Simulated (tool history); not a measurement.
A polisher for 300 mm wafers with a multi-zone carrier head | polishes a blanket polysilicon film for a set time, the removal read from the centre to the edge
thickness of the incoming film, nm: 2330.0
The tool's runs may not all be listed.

| run | hour | flow of slurry (ml/min) | pressure of the head's centre zone | pressure of the head's middle zone | pressure of the head's edge zone | polishing time (s) | film removed at the wafer's centre (angstrom) | film removed at mid-radius (angstrom) | film removed at the wafer's edge (angstrom) |
|---|---|---|---|---|---|---|---|---|---|
| 1 | 0 | 140 | 1 | 1 | 1 | 77 | 4523.4 | 4552.3 | 4471.3 |
| 2 | 5.5 | 150 | 0.96 | 1.03 | 1.03 | 78 | 4601 | 4761.7 | 4678.4 |
| 3 | 14 | 145 | 0.92 | 1.08 | 1.05 | 79 | 4318.4 | 4961 | 4703.1 |
| 4 | 18.5 | 150 | 0.9 | 1.1 | 1.07 | 80 | 4373.1 | 5111.8 | 4893.7 |
| 5 | 19.1 | 150 | 0.9 | 1.06 | 1.07 | 80 | 4161.7 | 5165.7 | 4833.7 |
| 6 | 24.4 | 150 | 0.9 | 1.01 | 1.07 | 80 | 4339.2 | 4851.9 | 4808.6 |

The next listed run, before its measurement:
| 7 | 30.1 | 155 | 0.89 | 1.04 | 1.07 | 80 | ? | ? | ? |

{"run 7": {"film removed at the wafer's centre (angstrom)": 4249.5, "film removed at mid-radius (angstrom)": 4942, "film removed at the wafer's edge (angstrom)": 4864.5}}
